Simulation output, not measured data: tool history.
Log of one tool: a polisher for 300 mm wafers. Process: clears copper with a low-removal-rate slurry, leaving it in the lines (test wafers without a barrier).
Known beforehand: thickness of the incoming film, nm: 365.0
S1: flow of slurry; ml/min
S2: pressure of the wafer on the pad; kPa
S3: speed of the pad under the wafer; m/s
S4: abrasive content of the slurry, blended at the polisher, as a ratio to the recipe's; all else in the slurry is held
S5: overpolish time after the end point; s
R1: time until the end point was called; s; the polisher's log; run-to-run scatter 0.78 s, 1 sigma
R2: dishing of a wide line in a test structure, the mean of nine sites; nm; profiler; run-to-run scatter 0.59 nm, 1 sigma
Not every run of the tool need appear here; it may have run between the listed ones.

| run | hour | S1 | S2 | S3 | S4 | S5 | R1 | R2 |
|---|---|---|---|---|---|---|---|---|
| 1 | 0.0 | 235 | 24.8 | 1.14 | 1.00 | 12 | 92.154 | 32.550 |
| 2 | 6.6 | 235 | 24.8 | 0.90 | 1.00 | 12 | 113.050 | 27.050 |
| 3 | 14.4 | 235 | 26.2 | 0.90 | 1.00 | 12 | 108.890 | 28.106 |
| 4 | 15.0 | 235 | 26.2 | 0.90 | 1.00 | 10 | 109.780 | 24.408 |
| 5 | 18.4 | 235 | 26.2 | 0.90 | 0.90 | 10 | 110.130 | 23.465 |
| 6 | 24.7 | 235 | 26.9 | 0.90 | 0.95 | 11 | 108.190 | 26.004 |

Expected results for the next run?
| 7 | 25.6 | 235 | 27.6 | 0.90 | 1.00 | 12 | ? | ? |

Run 7 produced R1 100.750 s, R2 30.142 nm.

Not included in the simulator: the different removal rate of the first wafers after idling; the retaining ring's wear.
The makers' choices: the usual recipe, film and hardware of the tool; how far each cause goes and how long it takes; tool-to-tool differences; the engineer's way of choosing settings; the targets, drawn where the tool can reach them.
